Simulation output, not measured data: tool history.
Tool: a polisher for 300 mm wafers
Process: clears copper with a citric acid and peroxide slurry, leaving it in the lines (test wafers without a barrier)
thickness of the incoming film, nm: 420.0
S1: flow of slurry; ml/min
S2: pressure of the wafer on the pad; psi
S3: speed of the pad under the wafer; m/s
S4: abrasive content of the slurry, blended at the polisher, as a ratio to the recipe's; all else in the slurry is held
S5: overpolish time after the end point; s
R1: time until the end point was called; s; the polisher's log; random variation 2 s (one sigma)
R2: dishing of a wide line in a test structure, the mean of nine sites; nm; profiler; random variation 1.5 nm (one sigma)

| run | day | S1 | S2 | S3 | S4 | S5 | R1 | R2 |
|---|---|---|---|---|---|---|---|---|
| 1 | 0.000 | 290 | 3.2 | 1.40 | 1.0 | 26 | 140.34 | 50.364 |
| 2 | 0.329 | 290 | 3.2 | 1.40 | 1.0 | 28 | 140.26 | 55.555 |
| 3 | 0.383 | 290 | 3.2 | 1.58 | 1.0 | 28 | 126.83 | 59.720 |
| 4 | 0.654 | 290 | 3.2 | 1.58 | 1.0 | 29 | 125.78 | 60.202 |
| 5 | 0.900 | 290 | 3.2 | 1.32 | 1.0 | 29 | 141.50 | 52.813 |
| 6 | 1.038 | 290 | 3.2 | 1.34 | 1.0 | 31 | 140.49 | 57.808 |
| 7 | 1.233 | 290 | 3.2 | 1.34 | 1.0 | 32 | 142.24 | 60.414 |

The next listed run, before its measurement:
| 8 | 1.279 | 290 | 3.2 | 1.34 | 1.0 | 33 | ? | ? |

{"run 8": {"R1": 143.12, "R2": 62.159}}

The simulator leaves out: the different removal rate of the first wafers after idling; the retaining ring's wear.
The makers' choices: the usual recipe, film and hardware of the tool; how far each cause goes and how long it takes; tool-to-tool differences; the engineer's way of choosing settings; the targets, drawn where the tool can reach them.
